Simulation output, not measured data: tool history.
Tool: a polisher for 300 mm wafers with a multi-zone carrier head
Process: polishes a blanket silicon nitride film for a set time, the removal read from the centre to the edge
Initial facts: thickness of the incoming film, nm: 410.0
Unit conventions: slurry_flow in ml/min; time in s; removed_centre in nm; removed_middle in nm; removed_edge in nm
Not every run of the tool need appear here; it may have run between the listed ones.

{"run": 1, "hour": 0.0, "slurry_flow": 250, "centre_zone": 1.0, "middle_zone": 1.0, "edge_zone": 1.0, "time": 67, "removed_centre": 98.066, "removed_middle": 98.819, "removed_edge": 97.853}
{"run": 2, "hour": 8.7, "slurry_flow": 250, "centre_zone": 1.0, "middle_zone": 1.0, "edge_zone": 0.96, "time": 60, "removed_centre": 88.068, "removed_middle": 88.97, "removed_edge": 85.528}
{"run": 3, "hour": 11.7, "slurry_flow": 250, "centre_zone": 0.95, "middle_zone": 1.0, "edge_zone": 0.96, "time": 60, "removed_centre": 84.896, "removed_middle": 87.128, "removed_edge": 86.457}
{"run": 4, "hour": 13.7, "slurry_flow": 245, "centre_zone": 0.96, "middle_zone": 1.0, "edge_zone": 0.93, "time": 55, "removed_centre": 79.147, "removed_middle": 80.387, "removed_edge": 77.157}
{"run": 5, "hour": 18.6, "slurry_flow": 235, "centre_zone": 0.95, "middle_zone": 1.0, "edge_zone": 0.9, "time": 52, "removed_centre": 72.779, "removed_middle": 76.368, "removed_edge": 71.326}
{"run": 6, "hour": 25.1, "slurry_flow": 235, "centre_zone": 0.95, "middle_zone": 1.07, "edge_zone": 0.9, "time": 52, "removed_centre": 73.484, "removed_middle": 81.311, "removed_edge": 71.352}
{"run": 7, "hour": 33.0, "slurry_flow": 225, "centre_zone": 0.95, "middle_zone": 1.04, "edge_zone": 0.88, "time": 50, "removed_centre": 69.253, "removed_middle": 75.83, "removed_edge": 67.353}
{"run": 8, "hour": 35.1, "slurry_flow": 215, "centre_zone": 0.96, "middle_zone": 1.02, "edge_zone": 0.86, "time": 49, "removed_centre": 68.869, "removed_middle": 72.253, "removed_edge": 65.462}
{"run": 9, "hour": 39.1, "slurry_flow": 210, "centre_zone": 0.96, "middle_zone": 1.01, "edge_zone": 0.85, "time": 48, "removed_centre": 66.426, "removed_middle": 69.873, "removed_edge": 63.232}
{"run": 10, "hour": 43.8, "slurry_flow": 200, "centre_zone": 0.97, "middle_zone": 1.0, "edge_zone": 0.84, "time": 47, "removed_centre": 64.821, "removed_middle": 67.539, "removed_edge": 62.056}

Run 11 is up next; what results do you expect?
{"run": 11, "hour": 48.0, "slurry_flow": 195, "centre_zone": 0.98, "middle_zone": 1.0, "edge_zone": 0.83, "time": 46, "removed_centre": "?", "removed_middle": "?", "removed_edge": "?"}

{"run 11": {"removed_centre": 63.89, "removed_middle": 66.278, "removed_edge": 58.846}}

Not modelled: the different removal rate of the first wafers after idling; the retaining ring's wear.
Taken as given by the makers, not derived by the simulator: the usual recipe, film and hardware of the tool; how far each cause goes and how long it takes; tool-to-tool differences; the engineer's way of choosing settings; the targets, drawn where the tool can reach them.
